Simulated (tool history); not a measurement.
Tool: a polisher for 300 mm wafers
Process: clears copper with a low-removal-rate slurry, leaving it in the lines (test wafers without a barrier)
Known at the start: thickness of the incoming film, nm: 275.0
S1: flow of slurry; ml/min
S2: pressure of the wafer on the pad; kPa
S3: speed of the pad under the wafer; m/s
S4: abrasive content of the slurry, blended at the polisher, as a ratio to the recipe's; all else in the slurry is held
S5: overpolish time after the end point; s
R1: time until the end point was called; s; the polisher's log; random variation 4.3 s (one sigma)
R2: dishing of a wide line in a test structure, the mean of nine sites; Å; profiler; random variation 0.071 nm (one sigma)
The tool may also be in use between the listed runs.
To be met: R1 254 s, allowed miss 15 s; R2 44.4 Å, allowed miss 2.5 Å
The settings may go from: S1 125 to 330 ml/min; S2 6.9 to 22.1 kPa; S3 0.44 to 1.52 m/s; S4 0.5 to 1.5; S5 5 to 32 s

| run | hour | S1 | S2 | S3 | S4 | S5 | R1 | R2 |
|---|---|---|---|---|---|---|---|---|
| 1 | 0 | 210 | 14.5 | 0.98 | 1 | 16 | 167.81 | 202.32 |
| 2 | 8.8 | 175 | 14.5 | 0.98 | 1 | 16 | 170.9 | 196.9 |
| 3 | 10.4 | 175 | 14.5 | 0.98 | 1 | 21 | 172.55 | 259.03 |
| 4 | 14.7 | 175 | 12.4 | 0.98 | 1 | 21 | 198.75 | 223.42 |
| 5 | 20.5 | 175 | 12.4 | 0.98 | 0.85 | 21 | 209.98 | 215.32 |
| 6 | 28 | 175 | 12.4 | 0.98 | 0.85 | 25 | 208.68 | 249.1 |
| 7 | 28.8 | 195 | 12.4 | 0.9 | 0.8 | 22 | 225.17 | 206.84 |
| 8 | 36.6 | 215 | 11.7 | 0.9 | 0.75 | 20 | 243.86 | 175.22 |
| 9 | 43.4 | 200 | 11.7 | 0.86 | 0.7 | 18 | 254.71 | 152.35 |
| 10 | 45.1 | 190 | 11 | 0.86 | 0.65 | 16 | 272.3 | 126.86 |
| 11 | 49 | 180 | 10.3 | 0.88 | 0.65 | 14 | 284.61 | 106.53 |
| 12 | 54.8 | 170 | 9.7 | 0.92 | 0.65 | 13 | 303.69 | 97.132 |
| 13 | 62.8 | 165 | 9.7 | 0.9 | 0.65 | 12 | 313.05 | 87.209 |
| 14 | 63.6 | 160 | 9 | 0.92 | 0.75 | 11 | 309.64 | 76.871 |
| 15 | 65.8 | 160 | 9 | 0.94 | 0.85 | 10 | 305.41 | 74.795 |
| 16 | 69.8 | 155 | 9 | 0.96 | 0.95 | 9 | 281.27 | 71.356 |

4 next moves are on the table. One of them brings every result within its allowed miss. Which?
| A | 73.8 | 175 | 8.3 | 0.98 | 0.95 | 5 | ? | ? |
| B | 73.8 | 200 | 9 | 1.04 | 1.15 | 5 | ? | ? |
| C | 73.8 | 140 | 7.6 | 1.18 | 0.85 | 5 | ? | ? |
| D | 73.8 | 195 | 11.7 | 0.72 | 1 | 5 | ? | ? |

| move | R1 | R2 |
|---|---|---|
| A | 294.89 | 38.789 |
| B | 244.09 | 46.744 |
| C | 281.27 | 40.605 |
| D | 278.1 | 41.204 |
A: takes the result that was furthest off past its target
B: meets every target
C: takes the result that was furthest off past its target
D: takes the result that was furthest off past its target
Answer: B

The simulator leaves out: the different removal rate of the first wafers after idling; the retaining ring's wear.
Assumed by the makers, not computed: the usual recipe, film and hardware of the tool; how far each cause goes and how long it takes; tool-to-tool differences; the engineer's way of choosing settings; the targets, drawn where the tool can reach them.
